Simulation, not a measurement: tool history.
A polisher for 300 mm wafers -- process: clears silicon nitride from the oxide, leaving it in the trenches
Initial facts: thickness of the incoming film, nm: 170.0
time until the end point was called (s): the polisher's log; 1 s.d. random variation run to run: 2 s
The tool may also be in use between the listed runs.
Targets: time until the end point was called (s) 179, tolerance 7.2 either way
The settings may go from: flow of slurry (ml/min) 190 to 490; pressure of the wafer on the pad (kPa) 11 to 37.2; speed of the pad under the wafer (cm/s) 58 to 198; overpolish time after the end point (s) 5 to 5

| run | day | flow of slurry (ml/min) | pressure of the wafer on the pad (kPa) | speed of the pad under the wafer (cm/s) | overpolish time after the end point (s) | time until the end point was called (s) |
|---|---|---|---|---|---|---|
| 1 | 0 | 315 | 24.1 | 128 | 5 | 134.19 |
| 2 | 0.196 | 315 | 24.1 | 114 | 5 | 144.22 |
| 3 | 0.517 | 315 | 24.1 | 98 | 5 | 167.72 |
| 4 | 0.812 | 315 | 24.1 | 108 | 5 | 156.7 |
| 5 | 0.875 | 315 | 24.1 | 80 | 5 | 206.98 |
| 6 | 0.992 | 315 | 24.1 | 80 | 5 | 207.15 |
| 7 | 1.317 | 315 | 24.8 | 80 | 5 | 200.38 |
| 8 | 1.396 | 315 | 25.5 | 80 | 5 | 201.1 |
| 9 | 1.442 | 315 | 29 | 82 | 5 | 170.77 |

Pick the move, out of 5, that brings all results within their allowed miss; only one does.
| A | 1.488 | 315 | 29 | 84 | 5 | ? |
| B | 1.488 | 385 | 26.9 | 82 | 5 | ? |
| C | 1.488 | 345 | 26.9 | 92 | 5 | ? |
| D | 1.488 | 365 | 31.7 | 78 | 5 | ? |
| E | 1.488 | 225 | 31.7 | 80 | 5 | ? |

| move | time until the end point was called (s) |
|---|---|
| A | 168.69 |
| B | 182.5 |
| C | 164.89 |
| D | 163.61 |
| E | 167.88 |
A: further off than the last run
B: meets every target
C: further off than the last run
D: further off than the last run
E: further off than the last run
The move that meets every target is B.
